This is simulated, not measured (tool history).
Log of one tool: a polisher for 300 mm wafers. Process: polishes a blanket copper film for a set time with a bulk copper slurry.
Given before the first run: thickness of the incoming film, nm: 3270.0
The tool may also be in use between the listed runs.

| run | hour | flow of slurry (ml/min) | pressure of the wafer on the pad (psi) | speed of the pad under the wafer (cm/s) | abrasive content of the slurry | polishing time (s) | film removed (Å) |
|---|---|---|---|---|---|---|---|
| 1 | 0 | 315 | 2.5 | 116 | 1 | 38 | 2653.1 |
| 2 | 0.9 | 315 | 2.5 | 116 | 1 | 38 | 2648 |
| 3 | 8 | 320 | 2.8 | 116 | 1 | 38 | 3001.6 |
| 4 | 12.6 | 320 | 2.8 | 96 | 1 | 38 | 2491.9 |
| 5 | 17.1 | 325 | 3.1 | 100 | 1 | 38 | 2859.5 |
| 6 | 25.9 | 325 | 2.7 | 100 | 1 | 38 | 2487.7 |
| 7 | 32.9 | 340 | 3.4 | 124 | 1 | 38 | 3884.3 |
|  | 33.8 | worn pad replaced by a new one |
| 8 | 33.8 | 340 | 3.5 | 124 | 1 | 38 | 4382.1 |

Run 9, settings as shown, results not yet in. Your forecast:
| 9 | 39.1 | 340 | 3.6 | 124 | 1 | 38 | ? |

{"run 9": {"film removed (Å)": 4467.4}}

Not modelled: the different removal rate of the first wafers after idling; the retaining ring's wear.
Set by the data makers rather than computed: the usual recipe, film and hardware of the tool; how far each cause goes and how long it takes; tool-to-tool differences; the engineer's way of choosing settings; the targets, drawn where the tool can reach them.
